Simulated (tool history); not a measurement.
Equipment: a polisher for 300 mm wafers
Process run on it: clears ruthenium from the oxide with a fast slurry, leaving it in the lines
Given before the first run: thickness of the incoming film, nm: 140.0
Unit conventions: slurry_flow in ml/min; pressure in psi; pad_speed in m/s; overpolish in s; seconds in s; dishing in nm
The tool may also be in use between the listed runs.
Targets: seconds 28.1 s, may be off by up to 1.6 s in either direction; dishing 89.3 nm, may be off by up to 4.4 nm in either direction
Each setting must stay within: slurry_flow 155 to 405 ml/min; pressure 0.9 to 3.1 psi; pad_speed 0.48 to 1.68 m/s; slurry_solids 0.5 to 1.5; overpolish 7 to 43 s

run 1 hour=0 | slurry_flow=260 pressure=2 pad_speed=1.08 slurry_solids=1 overpolish=22 | seconds=34.728 dishing=59.548
run 2 hour=2.3 | slurry_flow=260 pressure=2.1 pad_speed=1.08 slurry_solids=1 overpolish=23 | seconds=34.406 dishing=64.569
run 3 hour=10.9 | slurry_flow=260 pressure=2.2 pad_speed=1.08 slurry_solids=1 overpolish=23 | seconds=32.028 dishing=69.442
run 4 hour=13.1 | slurry_flow=260 pressure=2.2 pad_speed=0.92 slurry_solids=1 overpolish=23 | seconds=37.788 dishing=58.688
run 5 hour=19.9 | slurry_flow=260 pressure=2.2 pad_speed=0.92 slurry_solids=1.2 overpolish=23 | seconds=34.599 dishing=62.996
run 6 hour=27.7 | slurry_flow=260 pressure=2.2 pad_speed=0.92 slurry_solids=1.35 overpolish=23 | seconds=33.37 dishing=63.953
run 7 hour=30.9 | slurry_flow=260 pressure=2.3 pad_speed=0.92 slurry_solids=1.35 overpolish=24 | seconds=31.985 dishing=67.952
run 8 hour=35.5 | slurry_flow=260 pressure=2.3 pad_speed=0.92 slurry_solids=1.35 overpolish=25 | seconds=31.847 dishing=71.226
run 9 hour=37.5 | slurry_flow=260 pressure=2.3 pad_speed=0.92 slurry_solids=1.35 overpolish=25 | seconds=31.439 dishing=69.805
run 10 hour=43.8 | slurry_flow=260 pressure=2.3 pad_speed=0.92 slurry_solids=1.35 overpolish=26 | seconds=31.689 dishing=72.114
run 11 hour=45.8 | slurry_flow=260 pressure=2.3 pad_speed=0.92 slurry_solids=1.35 overpolish=27 | seconds=32.282 dishing=76.869
run 12 hour=50 | slurry_flow=260 pressure=2.5 pad_speed=0.92 slurry_solids=1.35 overpolish=28 | seconds=29.926 dishing=84.202
run 13 hour=54.6 | slurry_flow=260 pressure=2.6 pad_speed=0.92 slurry_solids=1.35 overpolish=28 | seconds=28.038 dishing=84.355

Which single option among these 4 for the next run brings every result within its allowed miss of target? Just one does.
run A hour=59.2 | slurry_flow=265 pressure=2.3 pad_speed=1.06 slurry_solids=1.35 overpolish=37 | seconds=? dishing=?
run B hour=59.2 | slurry_flow=250 pressure=2.7 pad_speed=0.88 slurry_solids=1.45 overpolish=35 | seconds=? dishing=?
run C hour=59.2 | slurry_flow=405 pressure=3.1 pad_speed=0.82 slurry_solids=1.5 overpolish=24 | seconds=? dishing=?
run D hour=59.2 | slurry_flow=220 pressure=2.6 pad_speed=0.9 slurry_solids=1.45 overpolish=31 | seconds=? dishing=?

move=A seconds=28.135 dishing=100.85
move=B seconds=28.254 dishing=97.531
move=C seconds=25.167 dishing=83.063
move=D seconds=29.038 dishing=89.26
A: the result that was furthest off in the last run now lies on the other side of its target
B: the result that was furthest off in the last run now lies on the other side of its target
C: misses by more than the last run did
D: hits every target within its allowed miss
The move that meets every target is D.
